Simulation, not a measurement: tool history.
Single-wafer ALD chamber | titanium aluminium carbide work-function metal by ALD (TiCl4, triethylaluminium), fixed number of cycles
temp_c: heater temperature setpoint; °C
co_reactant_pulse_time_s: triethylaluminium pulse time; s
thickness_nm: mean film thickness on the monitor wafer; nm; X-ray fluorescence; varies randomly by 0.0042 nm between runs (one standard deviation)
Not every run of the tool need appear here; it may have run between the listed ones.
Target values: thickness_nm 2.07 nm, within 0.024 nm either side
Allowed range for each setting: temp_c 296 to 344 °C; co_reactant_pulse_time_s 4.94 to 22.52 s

Run 1, hour 0: temp_c 320 °C, co_reactant_pulse_time_s 13.73 s. Result: thickness_nm 2.2707 nm.
Run 2, hour 5: temp_c 316 °C, co_reactant_pulse_time_s 13.38 s. Result: thickness_nm 2.2236 nm.
Run 3, hour 12.8: temp_c 316 °C, co_reactant_pulse_time_s 15.48 s. Result: thickness_nm 2.2334 nm.
Run 4, hour 15.8: temp_c 316 °C, co_reactant_pulse_time_s 17.52 s. Result: thickness_nm 2.2365 nm.
Run 5, hour 17.1: temp_c 316 °C, co_reactant_pulse_time_s 21.4 s. Result: thickness_nm 2.2531 nm.
Run 6, hour 20.1: temp_c 313 °C, co_reactant_pulse_time_s 21.23 s. Result: thickness_nm 2.2126 nm.
Run 7, hour 28.3: temp_c 311 °C, co_reactant_pulse_time_s 21.15 s. Result: thickness_nm 2.1921 nm.
Run 8, hour 33.4: temp_c 309 °C, co_reactant_pulse_time_s 21.08 s. Result: thickness_nm 2.1817 nm.
Run 9, hour 34.5: temp_c 307 °C, co_reactant_pulse_time_s 21 s. Result: thickness_nm 2.1478 nm.
Run 10, hour 38.4: temp_c 306 °C, co_reactant_pulse_time_s 20.95 s. Result: thickness_nm 2.1466 nm.
Run 11, hour 40.6: temp_c 305 °C, co_reactant_pulse_time_s 20.9 s. Result: thickness_nm 2.1342 nm.
Run 12, hour 45.3: temp_c 304 °C, co_reactant_pulse_time_s 20.86 s. Result: thickness_nm 2.112 nm.

Which of these 4 next moves meets every target?
Run A, hour 50: temp_c 306 °C, co_reactant_pulse_time_s 20.05 s. Result: thickness_nm ?.
Run B, hour 50: temp_c 312 °C, co_reactant_pulse_time_s 22.52 s. Result: thickness_nm ?.
Run C, hour 50: temp_c 307 °C, co_reactant_pulse_time_s 19.41 s. Result: thickness_nm ?.
Run D, hour 50: temp_c 299 °C, co_reactant_pulse_time_s 21.01 s. Result: thickness_nm ?.

move  thickness_nm
   A        2.1396
   B        2.2042
   C        2.1494
   D        2.0675
A: further off than the last run
B: further off than the last run
C: further off than the last run
D: all results in spec
Correct choice: D, which meets every target
